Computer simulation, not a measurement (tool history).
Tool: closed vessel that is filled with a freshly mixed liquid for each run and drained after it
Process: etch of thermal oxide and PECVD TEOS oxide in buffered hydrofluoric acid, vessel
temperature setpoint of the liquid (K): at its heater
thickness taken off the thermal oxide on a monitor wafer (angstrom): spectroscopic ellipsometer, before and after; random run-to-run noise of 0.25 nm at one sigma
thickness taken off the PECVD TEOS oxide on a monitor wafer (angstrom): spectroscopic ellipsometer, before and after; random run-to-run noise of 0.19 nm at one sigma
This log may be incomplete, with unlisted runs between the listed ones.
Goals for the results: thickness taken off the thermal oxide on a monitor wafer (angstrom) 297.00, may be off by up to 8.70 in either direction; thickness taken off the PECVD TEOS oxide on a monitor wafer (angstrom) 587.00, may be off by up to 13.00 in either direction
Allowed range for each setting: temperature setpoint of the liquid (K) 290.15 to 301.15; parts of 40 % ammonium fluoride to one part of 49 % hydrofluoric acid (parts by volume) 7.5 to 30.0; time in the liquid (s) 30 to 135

run,hour,temperature setpoint of the liquid (K),parts of 40 % ammonium fluoride to one part of 49 % hydrofluoric acid (parts by volume),time in the liquid (s),thickness taken off the thermal oxide on a monitor wafer (angstrom),thickness taken off the PECVD TEOS oxide on a monitor wafer (angstrom)
1,0.0,293.15,22.0,70,354.93,705.70
2,8.1,293.15,22.0,55,276.46,551.46
3,9.7,293.65,22.0,55,289.37,570.28
4,17.3,293.65,22.0,35,185.35,362.08
5,24.6,293.65,19.0,35,211.78,419.82
6,26.5,294.65,19.0,35,224.14,443.30
7,32.0,295.15,19.0,35,228.71,456.35
8,32.6,295.65,19.0,35,241.15,467.38
9,40.7,296.15,18.5,35,252.47,494.71
10,48.5,296.65,18.5,35,252.84,505.85
11,49.3,297.15,18.5,35,262.10,520.36
12,55.7,297.65,18.5,35,270.51,539.70
13,64.4,297.65,18.5,35,269.81,536.41
14,71.5,298.65,18.5,35,284.82,569.95

Of the 4 settings listed for the next run, only one would bring every result within its allowed miss of target. Which one?
A,78.6,297.65,25.0,50,?,?
B,78.6,291.65,18.0,50,?,?
C,78.6,301.15,22.0,35,?,?
D,78.6,295.65,23.5,50,?,?

move,thickness taken off the thermal oxide on a monitor wafer (angstrom),thickness taken off the PECVD TEOS oxide on a monitor wafer (angstrom)
A,297.23,589.91
B,284.89,565.41
C,275.86,547.50
D,277.88,551.50
A: hits every target within its allowed miss
B: the biggest miss grows against the last run
C: the biggest miss grows against the last run
D: the biggest miss grows against the last run
Answer: A
